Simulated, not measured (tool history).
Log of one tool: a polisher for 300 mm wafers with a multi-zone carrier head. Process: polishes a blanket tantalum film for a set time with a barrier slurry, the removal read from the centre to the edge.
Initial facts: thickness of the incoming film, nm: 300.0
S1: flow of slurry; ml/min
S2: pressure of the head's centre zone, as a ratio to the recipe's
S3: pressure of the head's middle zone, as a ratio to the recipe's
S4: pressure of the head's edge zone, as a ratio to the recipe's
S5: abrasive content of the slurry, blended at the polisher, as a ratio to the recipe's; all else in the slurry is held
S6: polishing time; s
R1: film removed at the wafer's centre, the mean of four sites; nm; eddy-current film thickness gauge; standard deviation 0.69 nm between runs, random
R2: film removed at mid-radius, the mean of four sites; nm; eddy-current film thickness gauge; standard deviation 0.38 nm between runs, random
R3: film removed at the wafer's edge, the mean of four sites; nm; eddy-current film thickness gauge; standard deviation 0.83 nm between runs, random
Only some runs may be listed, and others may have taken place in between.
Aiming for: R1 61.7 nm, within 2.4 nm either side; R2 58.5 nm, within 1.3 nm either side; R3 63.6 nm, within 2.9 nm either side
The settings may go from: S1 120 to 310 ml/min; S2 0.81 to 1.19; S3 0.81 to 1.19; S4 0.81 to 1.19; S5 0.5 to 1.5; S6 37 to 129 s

| run | hour | S1 | S2 | S3 | S4 | S5 | S6 | R1 | R2 | R3 |
|---|---|---|---|---|---|---|---|---|---|---|
| 1 | 0 | 200 | 1 | 1 | 1 | 1 | 83 | 79.569 | 80.048 | 81.465 |
| 2 | 3.2 | 200 | 1 | 1 | 1 | 0.8 | 83 | 76.758 | 76.164 | 77.686 |
| 3 | 11.9 | 190 | 0.98 | 0.97 | 0.97 | 0.75 | 82 | 72.773 | 72.536 | 75.343 |
| 4 | 17.1 | 190 | 0.98 | 0.97 | 0.97 | 0.9 | 82 | 75.425 | 75.709 | 77.788 |
| 5 | 19.9 | 190 | 0.98 | 1.04 | 0.97 | 0.9 | 82 | 75.256 | 79.899 | 78.367 |
| 6 | 20.7 | 170 | 0.98 | 1.04 | 0.97 | 0.9 | 82 | 74.392 | 78.498 | 75.723 |
| 7 | 25.2 | 160 | 0.97 | 1.01 | 0.97 | 0.8 | 81 | 70.55 | 73.107 | 72.254 |
| 8 | 30.9 | 150 | 0.96 | 0.98 | 0.97 | 0.75 | 81 | 67.715 | 69.569 | 72.522 |
| 9 | 36.6 | 150 | 0.96 | 0.96 | 0.95 | 0.7 | 80 | 65.748 | 66.681 | 69.006 |
| 10 | 39 | 145 | 0.96 | 0.94 | 0.94 | 0.65 | 80 | 65.05 | 63.878 | 66.939 |
| 11 | 43.2 | 140 | 0.96 | 0.93 | 0.93 | 0.65 | 80 | 64.03 | 62.668 | 67.565 |
| 12 | 43.9 | 140 | 0.96 | 0.92 | 0.91 | 0.65 | 80 | 63.62 | 62.487 | 66 |
| 13 | 49.2 | 135 | 0.96 | 0.91 | 0.9 | 0.65 | 80 | 64.239 | 60.966 | 66.349 |
| 14 | 50.8 | 135 | 0.96 | 0.91 | 0.89 | 0.65 | 80 | 63.314 | 61.177 | 64.937 |
| 15 | 55.1 | 135 | 0.96 | 0.9 | 0.89 | 0.65 | 80 | 64.339 | 60.952 | 66.475 |
| 16 | 64.1 | 135 | 0.96 | 0.9 | 0.88 | 0.65 | 80 | 63.523 | 61.089 | 65.594 |
| 17 | 71.1 | 135 | 0.96 | 0.89 | 0.87 | 0.65 | 80 | 64.4 | 59.827 | 64.692 |
| 18 | 80 | 135 | 0.95 | 0.89 | 0.87 | 0.65 | 80 | 63.486 | 60.059 | 65.031 |

Which one of the following 5 next-run settings gets every result inside its allowed miss? There is exactly one.
| A | 88.9 | 205 | 0.95 | 0.89 | 0.93 | 0.55 | 75 | ? | ? | ? |
| B | 88.9 | 195 | 1.1 | 0.94 | 0.86 | 0.85 | 66 | ? | ? | ? |
| C | 88.9 | 125 | 0.95 | 0.95 | 0.88 | 0.8 | 78 | ? | ? | ? |
| D | 88.9 | 125 | 0.97 | 1.03 | 0.87 | 0.5 | 74 | ? | ? | ? |
| E | 88.9 | 140 | 0.94 | 0.92 | 0.85 | 0.5 | 84 | ? | ? | ? |

| move | R1 | R2 | R3 |
|---|---|---|---|
| A | 59.674 | 57.903 | 64.269 |
| B | 66.336 | 58.095 | 59.552 |
| C | 61.562 | 63.659 | 66.609 |
| D | 53.966 | 58.459 | 56.788 |
| E | 60.714 | 61.63 | 64.842 |
A: each result inside its tolerance
B: brings the last run's worst result on target, with another outside its allowed miss
C: the biggest miss grows against the last run
D: brings the last run's worst result on target, with another outside its allowed miss
E: the biggest miss grows against the last run
The move that meets every target is A.

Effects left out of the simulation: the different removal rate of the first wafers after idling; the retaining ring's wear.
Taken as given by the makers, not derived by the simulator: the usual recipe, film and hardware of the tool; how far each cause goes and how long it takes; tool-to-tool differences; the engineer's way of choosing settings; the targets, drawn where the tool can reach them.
